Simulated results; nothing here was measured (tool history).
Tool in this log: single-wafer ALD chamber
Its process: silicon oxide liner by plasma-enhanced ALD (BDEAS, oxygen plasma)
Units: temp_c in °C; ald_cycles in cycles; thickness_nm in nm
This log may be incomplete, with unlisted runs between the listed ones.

Run 1, day 0: temp_c 320 °C, ald_cycles 26 cycles. Result: thickness_nm 2.2711 nm.
Run 2, day 0.162: temp_c 320 °C, ald_cycles 27 cycles. Result: thickness_nm 2.3543 nm.
Run 3, day 0.346: temp_c 320 °C, ald_cycles 24 cycles. Result: thickness_nm 2.0894 nm.
Run 4, day 0.538: temp_c 320 °C, ald_cycles 26 cycles. Result: thickness_nm 2.277 nm.
Run 5, day 0.654: temp_c 320 °C, ald_cycles 24 cycles. Result: thickness_nm 2.106 nm.
Run 6, day 0.708: temp_c 319 °C, ald_cycles 26 cycles. Result: thickness_nm 2.2672 nm.
Run 7, day 0.742: temp_c 319 °C, ald_cycles 27 cycles. Result: thickness_nm 2.3696 nm.
Run 8, day 0.775: temp_c 318 °C, ald_cycles 28 cycles. Result: thickness_nm 2.4471 nm.

Run 9 is up next; what results do you expect?
Run 9, day 0.921: temp_c 318 °C, ald_cycles 29 cycles. Result: thickness_nm ?.

Run 9 measured thickness_nm 2.5636 nm.

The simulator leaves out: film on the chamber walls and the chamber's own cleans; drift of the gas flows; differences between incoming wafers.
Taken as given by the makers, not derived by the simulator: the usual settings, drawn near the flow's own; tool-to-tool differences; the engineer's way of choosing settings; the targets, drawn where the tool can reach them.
